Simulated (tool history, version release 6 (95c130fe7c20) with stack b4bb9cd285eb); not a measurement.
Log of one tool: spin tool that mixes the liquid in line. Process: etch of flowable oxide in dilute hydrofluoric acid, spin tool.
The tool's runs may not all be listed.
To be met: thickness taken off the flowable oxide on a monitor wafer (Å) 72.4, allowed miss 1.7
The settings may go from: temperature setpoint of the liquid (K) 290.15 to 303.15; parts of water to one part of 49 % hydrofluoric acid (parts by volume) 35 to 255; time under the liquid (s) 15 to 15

| run | hour | temperature setpoint of the liquid (K) | parts of water to one part of 49 % hydrofluoric acid (parts by volume) | time under the liquid (s) | thickness taken off the flowable oxide on a monitor wafer (Å) |
|---|---|---|---|---|---|
| 1 | 0 | 295.15 | 145 | 15 | 23.481 |
| 2 | 7.4 | 295.15 | 145 | 15 | 23.371 |
| 3 | 11.2 | 295.15 | 145 | 15 | 23.266 |
| 4 | 19.9 | 295.15 | 145 | 15 | 23.255 |
| 5 | 27.4 | 295.15 | 145 | 15 | 23.307 |
| 6 | 35.7 | 292.65 | 145 | 15 | 20.893 |
| 7 | 44.3 | 294.15 | 130 | 15 | 25.016 |
| 8 | 46.8 | 295.65 | 115 | 15 | 30.907 |
| 9 | 52.1 | 296.65 | 105 | 15 | 35.558 |
| 10 | 58 | 297.65 | 100 | 15 | 39.445 |
| 11 | 66.9 | 297.65 | 100 | 15 | 39.458 |
| 12 | 68.7 | 298.65 | 95 | 15 | 43.447 |
| 13 | 77.2 | 299.15 | 90 | 15 | 47.088 |
| 14 | 83 | 303.15 | 55 | 15 | 94.107 |
| 15 | 89.3 | 302.65 | 55 | 15 | 92.077 |
| 16 | 98.2 | 302.15 | 55 | 15 | 90.766 |
| 17 | 99.9 | 301.65 | 55 | 15 | 88.079 |
| 18 | 107.6 | 301.15 | 55 | 15 | 87.216 |
| 19 | 108.9 | 300.65 | 55 | 15 | 85.19 |
| 20 | 115.8 | 300.15 | 55 | 15 | 83.423 |
| 21 | 121.5 | 299.65 | 55 | 15 | 82.75 |
| 22 | 124.7 | 299.15 | 55 | 15 | 80.343 |
| 23 | 125.8 | 299.15 | 55 | 15 | 80.718 |
| 24 | 127.3 | 298.65 | 55 | 15 | 79.035 |

4 next moves are on the table. One of them brings every result within its allowed miss. Which?
| A | 128.8 | 299.15 | 60 | 15 | ? |
| B | 128.8 | 298.65 | 50 | 15 | ? |
| C | 128.8 | 298.15 | 50 | 15 | ? |
| D | 128.8 | 297.65 | 55 | 15 | ? |

| move | thickness taken off the flowable oxide on a monitor wafer (Å) |
|---|---|
| A | 72.724 |
| B | 86.707 |
| C | 84.958 |
| D | 75.166 |
A: meets every target
B: further off than the last run
C: further off than the last run
D: nearer than the last run, and not there yet
Answer: A
